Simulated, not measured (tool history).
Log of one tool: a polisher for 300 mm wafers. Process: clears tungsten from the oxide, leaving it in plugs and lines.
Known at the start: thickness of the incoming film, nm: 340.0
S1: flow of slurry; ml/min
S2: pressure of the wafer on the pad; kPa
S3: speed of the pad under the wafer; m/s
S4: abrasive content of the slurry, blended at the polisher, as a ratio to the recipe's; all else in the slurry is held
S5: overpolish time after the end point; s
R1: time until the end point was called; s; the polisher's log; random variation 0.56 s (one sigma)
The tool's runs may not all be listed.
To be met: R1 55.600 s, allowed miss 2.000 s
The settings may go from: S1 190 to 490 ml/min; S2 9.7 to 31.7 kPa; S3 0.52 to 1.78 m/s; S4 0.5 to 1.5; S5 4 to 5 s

| run | hour | S1 | S2 | S3 | S4 | S5 | R1 |
|---|---|---|---|---|---|---|---|
| 1 | 0.0 | 315 | 20.7 | 1.14 | 1.0 | 5 | 89.994 |
| 2 | 2.4 | 315 | 24.1 | 1.14 | 1.0 | 5 | 78.971 |
| 3 | 4.8 | 315 | 24.1 | 1.14 | 1.0 | 5 | 79.801 |
| 4 | 5.8 | 380 | 24.1 | 1.14 | 1.0 | 5 | 78.251 |
| 5 | 9.6 | 380 | 26.9 | 1.16 | 1.0 | 5 | 72.339 |
| 6 | 15.8 | 345 | 26.9 | 1.16 | 1.0 | 5 | 71.781 |
| 7 | 17.2 | 345 | 28.3 | 1.20 | 1.0 | 5 | 67.451 |
| 8 | 23.5 | 345 | 29.6 | 1.24 | 1.0 | 5 | 62.877 |
| 9 | 30.2 | 345 | 30.3 | 1.28 | 1.0 | 5 | 59.639 |
| 10 | 37.4 | 345 | 31.0 | 1.30 | 1.0 | 5 | 58.856 |
| 11 | 39.5 | 345 | 31.0 | 1.32 | 1.0 | 5 | 58.661 |
| 12 | 45.5 | 345 | 31.0 | 1.32 | 1.0 | 5 | 58.605 |
| 13 | 53.8 | 345 | 31.0 | 1.34 | 1.0 | 5 | 58.081 |

4 next moves are on the table. One of them brings every result within its allowed miss. Which?
| A | 62.1 | 215 | 31.7 | 1.36 | 1.0 | 5 | ? |
| B | 62.1 | 430 | 28.3 | 1.26 | 0.8 | 5 | ? |
| C | 62.1 | 280 | 29.6 | 1.32 | 1.0 | 5 | ? |
| D | 62.1 | 350 | 31.7 | 1.32 | 1.1 | 4 | ? |

| move | R1 |
|---|---|
| A | 59.699 |
| B | 67.631 |
| C | 62.363 |
| D | 56.598 |
A: further off than the last run
B: further off than the last run
C: further off than the last run
D: meets every target
Move D is the one to make.
